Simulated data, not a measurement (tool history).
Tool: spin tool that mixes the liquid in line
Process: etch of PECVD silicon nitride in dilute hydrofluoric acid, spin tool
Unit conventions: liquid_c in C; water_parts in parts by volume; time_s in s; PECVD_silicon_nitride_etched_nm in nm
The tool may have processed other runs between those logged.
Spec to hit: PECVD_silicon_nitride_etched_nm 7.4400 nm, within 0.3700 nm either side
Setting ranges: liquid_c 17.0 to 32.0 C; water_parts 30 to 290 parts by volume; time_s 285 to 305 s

run,hour,liquid_c,water_parts,time_s,PECVD_silicon_nitride_etched_nm
1,0.0,24.0,160,285,4.0348
2,5.3,24.0,160,305,4.1541
3,13.1,24.0,160,305,4.1755
4,20.5,24.0,160,305,4.1614
5,27.5,25.0,155,305,4.5940
6,33.9,26.0,150,305,5.1486
7,36.0,26.5,150,305,5.2573
8,36.5,27.0,150,305,5.2859
9,37.3,27.5,145,305,5.7295
10,37.9,27.5,145,305,5.7623
11,42.2,28.0,145,305,5.7985
12,45.9,28.5,145,305,6.1891
13,48.2,29.0,145,305,6.3878
14,51.0,29.5,145,305,6.4606
15,57.9,29.5,145,305,6.5244
16,64.6,30.0,145,305,6.7706

Which of these 4 next moves meets every target?
A,71.3,31.0,170,290,?
B,71.3,26.5,90,295,?
C,71.3,28.5,140,305,?
D,71.3,29.0,125,305,?

move,PECVD_silicon_nitride_etched_nm
A,5.6717
B,8.2553
C,6.2326
D,7.2072
A: lands further from the targets than the last run did
B: pushes the last run's worst result past its target
C: lands further from the targets than the last run did
D: hits every target within its allowed miss
The right move is D.

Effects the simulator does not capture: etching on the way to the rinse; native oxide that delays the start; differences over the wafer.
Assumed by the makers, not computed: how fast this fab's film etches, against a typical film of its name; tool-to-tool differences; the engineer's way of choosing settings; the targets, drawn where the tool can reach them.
